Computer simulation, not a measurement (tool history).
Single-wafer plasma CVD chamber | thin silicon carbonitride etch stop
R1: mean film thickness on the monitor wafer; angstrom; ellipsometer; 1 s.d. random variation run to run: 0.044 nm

{"run": 1, "hour": 0.0, "RF power (kW)": 0.245, "deposition time (s)": 19.9, "R1": 124.31}
{"run": 2, "hour": 2.4, "RF power (kW)": 0.23, "deposition time (s)": 19.8, "R1": 121.05}
{"run": 3, "hour": 6.1, "RF power (kW)": 0.23, "deposition time (s)": 21.9, "R1": 133.61}
{"run": 4, "hour": 14.8, "RF power (kW)": 0.23, "deposition time (s)": 23, "R1": 140.96}
{"run": 5, "hour": 20.1, "RF power (kW)": 0.255, "deposition time (s)": 23, "R1": 145.06}
{"run": 6, "hour": 29.0, "RF power (kW)": 0.235, "deposition time (s)": 22.1, "R1": 135.64}
{"run": 7, "hour": 34.0, "RF power (kW)": 0.22, "deposition time (s)": 21.5, "R1": 128.79}

For run 8, what comes out?
{"run": 8, "hour": 42.5, "RF power (kW)": 0.21, "deposition time (s)": 21.2, "R1": "?"}

Run 8 measured R1 126.01 angstrom.
